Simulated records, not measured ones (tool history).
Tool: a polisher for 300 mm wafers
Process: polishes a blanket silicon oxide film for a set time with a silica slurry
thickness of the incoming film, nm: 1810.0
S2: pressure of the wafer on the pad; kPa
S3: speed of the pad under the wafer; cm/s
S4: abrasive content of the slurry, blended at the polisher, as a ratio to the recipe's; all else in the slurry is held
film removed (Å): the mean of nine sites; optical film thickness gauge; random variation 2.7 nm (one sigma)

Run 1, hour 0.0: flow of slurry (ml/min) 235, S2 27.6 kPa, S3 122 cm/s, S4 1.0, polishing time (s) 120. Result: film removed (Å) 2998.7.
Run 2, hour 7.0: flow of slurry (ml/min) 235, S2 27.6 kPa, S3 122 cm/s, S4 0.9, polishing time (s) 120. Result: film removed (Å) 2908.7.
Run 3, hour 11.3: flow of slurry (ml/min) 235, S2 27.6 kPa, S3 122 cm/s, S4 1.0, polishing time (s) 120. Result: film removed (Å) 2981.3.
Run 4, hour 20.3: flow of slurry (ml/min) 195, S2 27.6 kPa, S3 122 cm/s, S4 1.0, polishing time (s) 120. Result: film removed (Å) 2912.3.
At hour 24.1: head pressure recalibrated.
Run 5, hour 24.1: flow of slurry (ml/min) 195, S2 34.5 kPa, S3 122 cm/s, S4 1.0, polishing time (s) 120. Result: film removed (Å) 4027.9.
Run 6, hour 26.9: flow of slurry (ml/min) 195, S2 31.7 kPa, S3 122 cm/s, S4 1.0, polishing time (s) 120. Result: film removed (Å) 3708.6.
Run 7, hour 34.1: flow of slurry (ml/min) 195, S2 29.6 kPa, S3 122 cm/s, S4 1.0, polishing time (s) 120. Result: film removed (Å) 3433.3.

Forecast run 8:
Run 8, hour 36.4: flow of slurry (ml/min) 220, S2 28.3 kPa, S3 122 cm/s, S4 1.0, polishing time (s) 120. Result: film removed (Å) ?.

Run 8 gave film removed (Å) 3394.9.
